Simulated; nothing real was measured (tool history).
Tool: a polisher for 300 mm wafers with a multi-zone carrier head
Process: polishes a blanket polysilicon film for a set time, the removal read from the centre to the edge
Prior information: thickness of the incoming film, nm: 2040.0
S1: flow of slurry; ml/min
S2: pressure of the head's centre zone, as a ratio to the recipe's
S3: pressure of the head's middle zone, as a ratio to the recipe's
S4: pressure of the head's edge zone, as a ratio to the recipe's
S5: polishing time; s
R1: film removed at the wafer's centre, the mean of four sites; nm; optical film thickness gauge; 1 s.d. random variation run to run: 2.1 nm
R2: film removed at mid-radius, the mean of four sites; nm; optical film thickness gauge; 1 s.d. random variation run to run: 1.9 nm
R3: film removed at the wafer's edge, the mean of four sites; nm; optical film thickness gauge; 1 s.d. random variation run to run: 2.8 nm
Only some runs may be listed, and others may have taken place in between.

run	hour	S1	S2	S3	S4	S5	R1	R2	R3
1	0	135	1	1	1	87	446.01	432.77	436.78
2	3	135	1	0.95	1	87	443.92	411.47	433.03
3	6.7	135	1	0.95	1.05	87	443.53	417.4	442.26
4	15.2	115	1	0.95	1.05	87	419.66	398.84	425.56
5	16.3	115	1	0.99	0.99	80	394.07	379.1	386.23
6	17.6	110	1	1.03	0.95	75	359.29	362.97	354.24
7	24.6	105	1.01	1.06	0.92	71	340.81	343.96	330.59
8	30.5	105	1.02	1.09	0.89	69	332.62	345.88	321.16
9	36.8	105	1.03	1.11	0.87	67	328.92	342.15	302.82
10	41.7	100	1.03	1.11	0.86	66	314.84	329.69	296.31
11	43	100	1.04	1.12	0.85	66	321.57	334.99	296.97
12	47.3	100	1.04	1.13	0.84	65	315.45	327.72	293.13

Forecast run 13:
13	51.5	90	1.06	1.19	0.81	61	?	?	?

Logged for run 13: R1 292.91 nm, R2 311.97 nm, R3 265.41 nm.
